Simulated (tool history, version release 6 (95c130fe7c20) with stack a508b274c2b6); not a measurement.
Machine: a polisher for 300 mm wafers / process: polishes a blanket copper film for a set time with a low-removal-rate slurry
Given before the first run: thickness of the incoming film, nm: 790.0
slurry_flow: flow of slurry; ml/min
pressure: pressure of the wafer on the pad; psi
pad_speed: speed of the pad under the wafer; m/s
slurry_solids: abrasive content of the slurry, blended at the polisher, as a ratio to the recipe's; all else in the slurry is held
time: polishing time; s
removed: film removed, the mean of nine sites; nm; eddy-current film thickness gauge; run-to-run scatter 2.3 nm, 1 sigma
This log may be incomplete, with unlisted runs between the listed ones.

run 1 hour=0.0 | slurry_flow=190 pressure=3.1 pad_speed=1.22 slurry_solids=1.00 time=48 | removed=227.33
run 2 hour=1.6 | slurry_flow=190 pressure=2.7 pad_speed=1.22 slurry_solids=1.00 time=48 | removed=202.99
run 3 hour=4.9 | slurry_flow=190 pressure=2.7 pad_speed=1.42 slurry_solids=1.00 time=48 | removed=235.80
run 4 hour=6.0 | slurry_flow=190 pressure=3.3 pad_speed=1.42 slurry_solids=1.00 time=48 | removed=280.64
run 5 hour=7.3 | slurry_flow=190 pressure=2.9 pad_speed=1.40 slurry_solids=1.00 time=48 | removed=244.86
run 6 hour=11.8 | slurry_flow=190 pressure=2.9 pad_speed=1.70 slurry_solids=1.00 time=48 | removed=289.03
run 7 hour=19.8 | slurry_flow=190 pressure=2.0 pad_speed=1.46 slurry_solids=0.95 time=47 | removed=176.41
run 8 hour=26.6 | slurry_flow=190 pressure=2.0 pad_speed=1.46 slurry_solids=0.95 time=47 | removed=173.65

Run 9 is up next; what results do you expect?
run 9 hour=32.4 | slurry_flow=190 pressure=1.9 pad_speed=1.46 slurry_solids=0.95 time=47 | removed=?

For run 9 the tool returned removed 168.29 nm.

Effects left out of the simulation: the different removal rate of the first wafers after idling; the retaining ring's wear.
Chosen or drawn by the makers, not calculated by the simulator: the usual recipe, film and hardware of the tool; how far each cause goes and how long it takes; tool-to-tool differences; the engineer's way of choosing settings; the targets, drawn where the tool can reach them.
